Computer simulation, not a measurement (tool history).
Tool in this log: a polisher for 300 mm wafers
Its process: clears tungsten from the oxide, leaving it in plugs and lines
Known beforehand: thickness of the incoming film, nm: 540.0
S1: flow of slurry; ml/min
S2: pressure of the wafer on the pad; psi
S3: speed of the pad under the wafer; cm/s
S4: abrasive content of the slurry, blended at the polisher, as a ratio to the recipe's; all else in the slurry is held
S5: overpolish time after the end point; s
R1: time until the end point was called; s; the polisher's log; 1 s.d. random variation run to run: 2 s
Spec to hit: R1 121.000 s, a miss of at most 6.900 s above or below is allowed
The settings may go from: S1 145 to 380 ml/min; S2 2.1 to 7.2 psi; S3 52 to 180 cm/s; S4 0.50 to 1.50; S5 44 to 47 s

| run | hour | S1 | S2 | S3 | S4 | S5 | R1 |
|---|---|---|---|---|---|---|---|
| 1 | 0.0 | 245 | 4.6 | 116 | 1.00 | 44 | 75.061 |
| 2 | 7.7 | 245 | 4.6 | 116 | 0.80 | 44 | 83.246 |
| 3 | 14.2 | 245 | 4.2 | 114 | 0.80 | 44 | 90.031 |
| 4 | 18.6 | 245 | 3.9 | 112 | 0.80 | 44 | 98.010 |
| 5 | 25.4 | 245 | 4.8 | 112 | 0.80 | 44 | 81.247 |
| 6 | 28.6 | 245 | 4.8 | 112 | 0.95 | 44 | 76.720 |
| 7 | 35.5 | 245 | 4.3 | 110 | 0.95 | 44 | 86.502 |
| 8 | 38.3 | 245 | 4.0 | 108 | 0.95 | 44 | 90.278 |
| 9 | 40.4 | 245 | 3.7 | 106 | 0.95 | 44 | 101.360 |
| 10 | 41.1 | 245 | 3.5 | 106 | 0.95 | 44 | 104.430 |
| 11 | 46.2 | 245 | 2.7 | 104 | 0.95 | 44 | 134.980 |
| 12 | 55.0 | 245 | 2.8 | 104 | 0.95 | 44 | 132.430 |

Pick the move, out of 4, that brings all results within their allowed miss; only one does.
| A | 63.8 | 270 | 2.6 | 100 | 1.00 | 44 | ? |
| B | 63.8 | 250 | 3.3 | 112 | 0.95 | 44 | ? |
| C | 63.8 | 230 | 3.1 | 106 | 0.90 | 44 | ? |
| D | 63.8 | 225 | 2.9 | 116 | 1.15 | 44 | ? |

| move | R1 |
|---|---|
| A | 138.810 |
| B | 104.840 |
| C | 119.070 |
| D | 108.190 |
A: its largest miss is bigger than the last run's
B: takes the biggest miss from the last run beyond its target
C: all results in spec
D: takes the biggest miss from the last run beyond its target
Go with C: it meets all targets.
